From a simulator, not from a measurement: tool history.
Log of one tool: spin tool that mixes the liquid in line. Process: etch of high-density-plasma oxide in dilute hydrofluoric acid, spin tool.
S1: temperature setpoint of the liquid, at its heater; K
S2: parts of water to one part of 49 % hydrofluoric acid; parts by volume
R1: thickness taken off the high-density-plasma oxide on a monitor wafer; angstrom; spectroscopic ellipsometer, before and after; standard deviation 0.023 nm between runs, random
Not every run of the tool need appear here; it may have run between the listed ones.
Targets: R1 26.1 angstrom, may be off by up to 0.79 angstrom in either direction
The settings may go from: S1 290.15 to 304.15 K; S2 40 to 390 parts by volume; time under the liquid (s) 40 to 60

{"run": 1, "hour": 0.0, "S1": 296.15, "S2": 215, "time under the liquid (s)": 60, "R1": 12.303}
{"run": 2, "hour": 5.6, "S1": 292.65, "S2": 215, "time under the liquid (s)": 60, "R1": 10.516}
{"run": 3, "hour": 9.9, "S1": 296.15, "S2": 190, "time under the liquid (s)": 60, "R1": 14.138}
{"run": 4, "hour": 17.4, "S1": 299.65, "S2": 190, "time under the liquid (s)": 60, "R1": 16.237}
{"run": 5, "hour": 20.5, "S1": 301.15, "S2": 175, "time under the liquid (s)": 60, "R1": 19.05}
{"run": 6, "hour": 25.7, "S1": 302.15, "S2": 165, "time under the liquid (s)": 60, "R1": 20.523}
{"run": 7, "hour": 32.2, "S1": 302.65, "S2": 155, "time under the liquid (s)": 60, "R1": 22.745}
{"run": 8, "hour": 37.7, "S1": 303.15, "S2": 150, "time under the liquid (s)": 60, "R1": 24.357}
{"run": 9, "hour": 45.3, "S1": 303.65, "S2": 150, "time under the liquid (s)": 60, "R1": 25.146}
{"run": 10, "hour": 51.2, "S1": 303.65, "S2": 150, "time under the liquid (s)": 60, "R1": 24.869}

Consider the 5 candidate settings below. Which is the only one whose results all fall within their allowed miss of target?
{"run": "A", "hour": 57.1, "S1": 302.65, "S2": 140, "time under the liquid (s)": 55, "R1": "?"}
{"run": "B", "hour": 57.1, "S1": 304.15, "S2": 155, "time under the liquid (s)": 60, "R1": "?"}
{"run": "C", "hour": 57.1, "S1": 303.15, "S2": 155, "time under the liquid (s)": 60, "R1": "?"}
{"run": "D", "hour": 57.1, "S1": 301.15, "S2": 140, "time under the liquid (s)": 60, "R1": "?"}
{"run": "E", "hour": 57.1, "S1": 304.15, "S2": 145, "time under the liquid (s)": 60, "R1": "?"}

move=A R1=23.678
move=B R1=24.139
move=C R1=23.295
move=D R1=24.447
move=E R1=26.152
A: lands further from the targets than the last run did
B: lands further from the targets than the last run did
C: lands further from the targets than the last run did
D: lands further from the targets than the last run did
E: in spec on every target
Move E is the one to make.

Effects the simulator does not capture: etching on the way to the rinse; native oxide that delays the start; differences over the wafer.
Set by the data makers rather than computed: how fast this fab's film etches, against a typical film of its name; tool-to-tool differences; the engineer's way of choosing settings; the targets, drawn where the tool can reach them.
